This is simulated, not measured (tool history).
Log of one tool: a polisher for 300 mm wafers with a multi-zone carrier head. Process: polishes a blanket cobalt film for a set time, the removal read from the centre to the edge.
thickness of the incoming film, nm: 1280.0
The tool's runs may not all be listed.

| run | hour | flow of slurry (ml/min) | pressure of the head's centre zone | pressure of the head's middle zone | pressure of the head's edge zone | polishing time (s) | film removed at the wafer's centre (nm) | film removed at mid-radius (nm) | film removed at the wafer's edge (nm) |
|---|---|---|---|---|---|---|---|---|---|
| 1 | 0.0 | 145 | 1.00 | 1.00 | 1.00 | 61 | 318.59 | 314.81 | 318.99 |
| 2 | 3.1 | 145 | 1.00 | 1.00 | 1.00 | 71 | 366.55 | 366.34 | 371.51 |
| 3 | 11.9 | 145 | 1.06 | 1.00 | 1.00 | 71 | 382.90 | 365.84 | 368.63 |
| 4 | 13.1 | 145 | 1.10 | 1.00 | 1.00 | 71 | 406.35 | 369.51 | 366.72 |
| 5 | 17.2 | 145 | 1.08 | 1.03 | 1.00 | 71 | 395.06 | 375.39 | 365.82 |
| 6 | 25.8 | 145 | 1.04 | 1.03 | 1.00 | 71 | 380.89 | 381.03 | 370.74 |
|  | 32.5 | worn pad replaced by a new one |
| 7 | 32.5 | 150 | 1.03 | 1.05 | 0.99 | 71 | 416.04 | 419.42 | 408.26 |
| 8 | 40.8 | 145 | 1.03 | 1.08 | 0.99 | 69 | 404.14 | 414.93 | 389.72 |

The next listed run, before its measurement:
| 9 | 46.9 | 140 | 1.01 | 1.10 | 0.97 | 67 | ? | ? | ? |

{"run 9": {"film removed at the wafer's centre (nm)": 379.68, "film removed at mid-radius (nm)": 411.7, "film removed at the wafer's edge (nm)": 377.38}}
